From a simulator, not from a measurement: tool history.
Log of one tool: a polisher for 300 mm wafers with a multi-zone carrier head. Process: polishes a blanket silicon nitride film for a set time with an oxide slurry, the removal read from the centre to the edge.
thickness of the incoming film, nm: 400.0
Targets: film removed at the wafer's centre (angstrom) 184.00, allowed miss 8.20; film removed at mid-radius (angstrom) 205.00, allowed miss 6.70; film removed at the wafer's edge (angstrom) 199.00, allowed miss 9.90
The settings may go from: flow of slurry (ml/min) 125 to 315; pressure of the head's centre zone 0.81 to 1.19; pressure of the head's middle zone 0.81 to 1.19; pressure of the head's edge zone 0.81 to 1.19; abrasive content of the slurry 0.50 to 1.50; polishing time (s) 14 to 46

run	hour	flow of slurry (ml/min)	pressure of the head's centre zone	pressure of the head's middle zone	pressure of the head's edge zone	abrasive content of the slurry	polishing time (s)	film removed at the wafer's centre (angstrom)	film removed at mid-radius (angstrom)	film removed at the wafer's edge (angstrom)
1	0.0	205	1.00	1.00	1.00	1.00	30	166.58	168.71	165.84
2	2.2	205	1.00	1.00	1.00	1.00	27	149.09	149.34	152.33
3	7.4	205	1.00	1.00	1.00	0.85	27	138.56	132.30	134.30
4	9.1	215	1.02	1.03	1.04	1.00	27	161.89	155.85	152.03
5	10.2	215	1.00	1.03	1.06	1.15	27	165.19	169.48	167.97
6	10.8	215	1.00	1.03	1.06	1.25	27	177.26	177.95	178.88
7	12.5	225	0.98	1.05	1.08	1.30	27	175.09	185.54	185.94
8	19.7	230	0.98	1.07	1.10	1.35	27	181.44	192.85	193.70
9	21.0	235	0.98	1.09	1.10	1.35	27	179.73	194.04	187.89

5 next moves are on the table. One of them brings every result within its allowed miss. Which?
A	22.3	260	1.02	1.03	1.15	1.25	28	?	?	?
B	22.3	165	0.96	1.08	1.03	1.35	30	?	?	?
C	22.3	275	0.97	1.00	1.09	1.25	28	?	?	?
D	22.3	175	0.99	1.13	0.97	1.45	27	?	?	?
E	22.3	235	1.04	1.13	1.07	1.30	26	?	?	?

move	film removed at the wafer's centre (angstrom)	film removed at mid-radius (angstrom)	film removed at the wafer's edge (angstrom)
A	196.67	188.97	198.89
B	190.40	203.14	198.71
C	188.25	186.18	194.53
D	184.93	197.50	180.78
E	187.42	189.33	179.68
A: further off than the last run
B: meets every target
C: further off than the last run
D: further off than the last run
E: further off than the last run
The right move is B.
